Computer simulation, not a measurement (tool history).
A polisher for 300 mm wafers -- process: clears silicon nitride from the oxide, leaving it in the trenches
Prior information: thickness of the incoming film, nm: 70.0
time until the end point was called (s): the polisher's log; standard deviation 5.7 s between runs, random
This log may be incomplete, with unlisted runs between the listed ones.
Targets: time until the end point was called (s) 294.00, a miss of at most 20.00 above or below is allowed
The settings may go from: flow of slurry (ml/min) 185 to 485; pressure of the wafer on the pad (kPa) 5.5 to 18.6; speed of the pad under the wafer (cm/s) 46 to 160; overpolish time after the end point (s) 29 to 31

run	hour	flow of slurry (ml/min)	pressure of the wafer on the pad (kPa)	speed of the pad under the wafer (cm/s)	overpolish time after the end point (s)	time until the end point was called (s)
1	0.0	310	11.7	102	29	121.02
2	6.4	270	11.7	102	29	122.65
3	10.8	270	14.5	102	29	104.73
4	11.6	260	11.7	84	29	147.90
# hour 18.9: slurry nozzle cleaned
5	18.9	260	11.7	72	29	165.69
6	24.6	260	11.7	72	31	161.29
7	26.8	255	9.7	64	30	216.46
8	35.1	255	9.0	62	30	246.67
9	42.9	255	8.3	62	30	267.80

Next run, 4 choices. One meets every target within its allowed miss, the rest don't. Which?
A	50.7	210	7.6	50	30	?
B	50.7	220	10.3	54	31	?
C	50.7	260	9.7	46	29	?
D	50.7	260	8.3	46	29	?

move	time until the end point was called (s)
A	353.71
B	245.08
C	292.29
D	338.96
A: carries the result that was furthest off beyond its target, to the other side
B: the biggest miss grows against the last run
C: in spec on every target
D: carries the result that was furthest off beyond its target, to the other side
C is the move that brings every result within its allowed miss.
